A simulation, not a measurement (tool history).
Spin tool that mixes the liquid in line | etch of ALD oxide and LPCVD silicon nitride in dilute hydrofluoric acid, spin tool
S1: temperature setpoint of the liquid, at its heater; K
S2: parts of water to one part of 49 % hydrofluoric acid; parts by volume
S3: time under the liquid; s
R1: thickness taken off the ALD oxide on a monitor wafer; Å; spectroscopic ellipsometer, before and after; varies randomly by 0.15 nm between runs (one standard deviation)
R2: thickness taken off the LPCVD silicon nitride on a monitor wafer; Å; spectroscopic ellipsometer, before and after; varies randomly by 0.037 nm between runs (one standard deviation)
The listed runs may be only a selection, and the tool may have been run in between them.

run 1 hour=0.0 | S1=294.15 S2=120 S3=180 | R1=140.19 R2=5.7096
run 2 hour=5.6 | S1=294.15 S2=140 S3=180 | R1=117.84 R2=5.2155
run 3 hour=14.1 | S1=294.15 S2=140 S3=240 | R1=156.61 R2=6.8412
run 4 hour=18.3 | S1=294.15 S2=100 S3=240 | R1=229.91 R2=10.2080
run 5 hour=23.2 | S1=293.15 S2=100 S3=240 | R1=220.41 R2=8.7710
run 6 hour=30.3 | S1=293.15 S2=85 S3=240 | R1=264.77 R2=11.3870

The next listed run, before its measurement:
run 7 hour=31.3 | S1=292.65 S2=90 S3=240 | R1=? R2=?

R1: 245.06 Å
R2: 9.4652 Å
